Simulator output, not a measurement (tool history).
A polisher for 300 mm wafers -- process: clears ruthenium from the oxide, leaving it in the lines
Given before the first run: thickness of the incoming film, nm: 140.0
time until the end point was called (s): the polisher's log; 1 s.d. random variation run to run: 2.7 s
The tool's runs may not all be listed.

| run | hour | flow of slurry (ml/min) | pressure of the wafer on the pad (kPa) | speed of the pad under the wafer (cm/s) | overpolish time after the end point (s) | time until the end point was called (s) |
|---|---|---|---|---|---|---|
| 1 | 0 | 305 | 17.9 | 92 | 34 | 100.49 |
| 2 | 2 | 305 | 17.9 | 106 | 34 | 87.869 |
| 3 | 8.3 | 305 | 13.8 | 106 | 34 | 111.2 |
| 4 | 16.5 | 305 | 13.8 | 118 | 34 | 104 |
| 5 | 20.6 | 305 | 13.8 | 118 | 37 | 104.34 |
| 6 | 27.5 | 305 | 13.8 | 110 | 37 | 108.41 |

Run 7 is up next; what results do you expect?
| 7 | 32.9 | 305 | 13.8 | 110 | 37 | ? |

For run 7 the tool returned time until the end point was called (s) 104.74.

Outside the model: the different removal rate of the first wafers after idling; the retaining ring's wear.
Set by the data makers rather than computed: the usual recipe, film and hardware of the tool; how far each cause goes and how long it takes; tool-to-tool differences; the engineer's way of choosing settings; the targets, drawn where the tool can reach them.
